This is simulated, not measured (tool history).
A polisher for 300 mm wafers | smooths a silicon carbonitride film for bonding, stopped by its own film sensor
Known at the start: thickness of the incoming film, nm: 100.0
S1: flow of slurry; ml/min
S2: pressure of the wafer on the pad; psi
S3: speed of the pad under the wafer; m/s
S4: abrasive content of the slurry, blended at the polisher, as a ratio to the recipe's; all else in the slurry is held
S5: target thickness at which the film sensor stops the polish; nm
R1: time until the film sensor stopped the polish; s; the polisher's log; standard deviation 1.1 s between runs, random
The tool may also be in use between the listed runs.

| run | hour | S1 | S2 | S3 | S4 | S5 | R1 |
|---|---|---|---|---|---|---|---|
| 1 | 0 | 165 | 1.6 | 1.12 | 1 | 89 | 45.653 |
| 2 | 2.3 | 165 | 1.5 | 1.12 | 1 | 89 | 48.632 |
| 3 | 5.2 | 145 | 1.5 | 1.12 | 1 | 89 | 49.274 |
| 4 | 6.6 | 145 | 1.4 | 1.12 | 1 | 89 | 51.849 |
| 5 | 7.5 | 145 | 1.4 | 1.12 | 1.1 | 89 | 50.402 |
| 6 | 12.3 | 145 | 1.4 | 1.12 | 1 | 89 | 52.513 |
| 7 | 19 | 145 | 1.4 | 1.12 | 1 | 89 | 51.041 |

Run 8 has not been measured yet. What should we expect?
| 8 | 25.9 | 145 | 1.3 | 1.12 | 1 | 89 | ? |

{"run 8": {"R1": 57.053}}
